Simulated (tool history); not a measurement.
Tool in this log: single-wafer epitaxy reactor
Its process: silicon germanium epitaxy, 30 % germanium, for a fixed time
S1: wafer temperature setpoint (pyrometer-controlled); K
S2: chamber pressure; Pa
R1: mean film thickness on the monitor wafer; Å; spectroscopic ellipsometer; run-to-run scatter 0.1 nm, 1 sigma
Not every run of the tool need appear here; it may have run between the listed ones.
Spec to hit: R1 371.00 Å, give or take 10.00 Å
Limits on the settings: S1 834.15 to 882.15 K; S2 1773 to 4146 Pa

Run 1, hour 0.0: S1 858.15 K, S2 2960 Pa. Result: R1 441.03 Å.
Run 2, hour 3.3: S1 858.15 K, S2 2733 Pa. Result: R1 431.81 Å.
Run 3, hour 6.2: S1 858.15 K, S2 3186 Pa. Result: R1 449.82 Å.
Run 4, hour 7.8: S1 855.15 K, S2 3160 Pa. Result: R1 426.61 Å.
Run 5, hour 9.5: S1 865.15 K, S2 3160 Pa. Result: R1 504.22 Å.
Run 6, hour 16.0: S1 865.15 K, S2 3653 Pa. Result: R1 524.14 Å.
Run 7, hour 23.6: S1 865.15 K, S2 3653 Pa. Result: R1 525.70 Å.
Run 8, hour 30.8: S1 858.15 K, S2 3600 Pa. Result: R1 463.84 Å.

Which of these 4 next moves meets every target?
Run A, hour 38.0: S1 861.15 K, S2 3533 Pa. Result: R1 ?.
Run B, hour 38.0: S1 848.15 K, S2 2960 Pa. Result: R1 ?.
Run C, hour 38.0: S1 841.15 K, S2 2906 Pa. Result: R1 ?.
Run D, hour 38.0: S1 853.15 K, S2 3320 Pa. Result: R1 ?.

move      R1
   A  486.18
   B  372.05
   C  328.06
   D  417.71
A: the biggest miss grows against the last run
B: hits every target within its allowed miss
C: moves the result that the last run missed by most past its target, out the other side
D: nearer the targets than the last run, but a result is still out of spec
Answer: B

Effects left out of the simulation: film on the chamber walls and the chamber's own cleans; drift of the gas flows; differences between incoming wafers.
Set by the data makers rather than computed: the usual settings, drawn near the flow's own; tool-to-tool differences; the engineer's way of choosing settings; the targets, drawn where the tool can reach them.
